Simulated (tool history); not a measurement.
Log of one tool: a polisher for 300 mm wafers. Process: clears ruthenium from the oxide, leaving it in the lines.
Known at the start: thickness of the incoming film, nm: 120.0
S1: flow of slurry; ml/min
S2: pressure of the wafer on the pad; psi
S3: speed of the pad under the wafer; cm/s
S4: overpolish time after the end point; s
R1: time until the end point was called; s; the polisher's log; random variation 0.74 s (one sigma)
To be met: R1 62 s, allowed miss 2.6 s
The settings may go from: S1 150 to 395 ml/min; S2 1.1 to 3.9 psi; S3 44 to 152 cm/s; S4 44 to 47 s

run  hour   S1   S2   S3  S4      R1
  1     0  250  2.5   98  44  99.409
  2   4.7  250  2.8   98  44  88.654
  3  10.7  250  3.1   98  44  83.457
  4  12.2  250  3.1   88  44  90.833
  5  12.9  250  3.3   92  44   84.39
  6  19.5  250  3.9   92  44  72.094
  7  21.7  250  3.9   96  44  69.245
  8  24.2  250  3.9  100  44  66.211
  9  29.7  250  3.9  102  44  65.131

4 next moves are on the table. One of them brings every result within its allowed miss. Which?
  A  35.2  255  3.8  112  47   ?
  B  35.2  205  3.7   98  44   ?
  C  35.2  170  3.5  142  47   ?
  D  35.2  230  3.8  124  44   ?

move      R1
   A  60.198
   B  72.172
   C  54.429
   D  55.209
A: meets every target
B: further off than the last run
C: takes the result that was furthest off past its target
D: takes the result that was furthest off past its target
The right move is A.

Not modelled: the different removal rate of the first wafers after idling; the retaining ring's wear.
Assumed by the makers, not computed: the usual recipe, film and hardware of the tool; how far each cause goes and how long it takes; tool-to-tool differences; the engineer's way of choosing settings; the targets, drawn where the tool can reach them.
